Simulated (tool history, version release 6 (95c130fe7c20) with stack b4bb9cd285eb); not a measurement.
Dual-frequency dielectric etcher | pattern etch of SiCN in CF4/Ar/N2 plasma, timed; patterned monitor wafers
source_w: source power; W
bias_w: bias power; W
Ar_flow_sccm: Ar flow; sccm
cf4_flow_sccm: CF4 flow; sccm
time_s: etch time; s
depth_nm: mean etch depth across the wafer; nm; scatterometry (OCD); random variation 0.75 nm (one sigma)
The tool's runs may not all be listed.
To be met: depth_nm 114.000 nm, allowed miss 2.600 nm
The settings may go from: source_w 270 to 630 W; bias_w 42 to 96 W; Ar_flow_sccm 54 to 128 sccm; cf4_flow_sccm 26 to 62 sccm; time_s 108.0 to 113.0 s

Run 1, day 0.000: source_w 450 W, bias_w 69 W, Ar_flow_sccm 91 sccm, cf4_flow_sccm 44 sccm, time_s 108.0 s. Result: depth_nm 87.289 nm.
Run 2, day 0.042: source_w 450 W, bias_w 80 W, Ar_flow_sccm 91 sccm, cf4_flow_sccm 44 sccm, time_s 108.0 s. Result: depth_nm 91.806 nm.
Run 3, day 0.250: source_w 470 W, bias_w 80 W, Ar_flow_sccm 91 sccm, cf4_flow_sccm 44 sccm, time_s 108.0 s. Result: depth_nm 94.633 nm.
Run 4, day 0.392: source_w 470 W, bias_w 80 W, Ar_flow_sccm 102 sccm, cf4_flow_sccm 44 sccm, time_s 108.0 s. Result: depth_nm 94.741 nm.
Run 5, day 0.512: source_w 470 W, bias_w 85 W, Ar_flow_sccm 102 sccm, cf4_flow_sccm 44 sccm, time_s 108.0 s. Result: depth_nm 96.792 nm.
Run 6, day 0.604: source_w 470 W, bias_w 85 W, Ar_flow_sccm 96 sccm, cf4_flow_sccm 44 sccm, time_s 108.0 s. Result: depth_nm 97.817 nm.
Run 7, day 0.833: source_w 480 W, bias_w 85 W, Ar_flow_sccm 96 sccm, cf4_flow_sccm 44 sccm, time_s 108.0 s. Result: depth_nm 101.020 nm.
Run 8, day 1.104: source_w 480 W, bias_w 85 W, Ar_flow_sccm 96 sccm, cf4_flow_sccm 44 sccm, time_s 108.0 s. Result: depth_nm 100.230 nm.
Run 9, day 1.246: source_w 490 W, bias_w 85 W, Ar_flow_sccm 96 sccm, cf4_flow_sccm 44 sccm, time_s 108.0 s. Result: depth_nm 103.080 nm.
Run 10, day 1.312: source_w 500 W, bias_w 85 W, Ar_flow_sccm 96 sccm, cf4_flow_sccm 44 sccm, time_s 108.0 s. Result: depth_nm 105.340 nm.

4 next moves are on the table. One of them brings every result within its allowed miss. Which?
Run A, day 1.379: source_w 510 W, bias_w 84 W, Ar_flow_sccm 92 sccm, cf4_flow_sccm 47 sccm, time_s 109.0 s. Result: depth_nm ?.
Run B, day 1.379: source_w 540 W, bias_w 83 W, Ar_flow_sccm 101 sccm, cf4_flow_sccm 43 sccm, time_s 110.5 s. Result: depth_nm ?.
Run C, day 1.379: source_w 480 W, bias_w 88 W, Ar_flow_sccm 92 sccm, cf4_flow_sccm 46 sccm, time_s 113.0 s. Result: depth_nm ?.
Run D, day 1.379: source_w 450 W, bias_w 86 W, Ar_flow_sccm 94 sccm, cf4_flow_sccm 37 sccm, time_s 108.5 s. Result: depth_nm ?.

move  depth_nm
   A   108.880
   B   113.670
   C   107.890
   D    93.496
A: nearer than the last run, and not there yet
B: meets every target
C: nearer than the last run, and not there yet
D: further off than the last run
The right move is B.
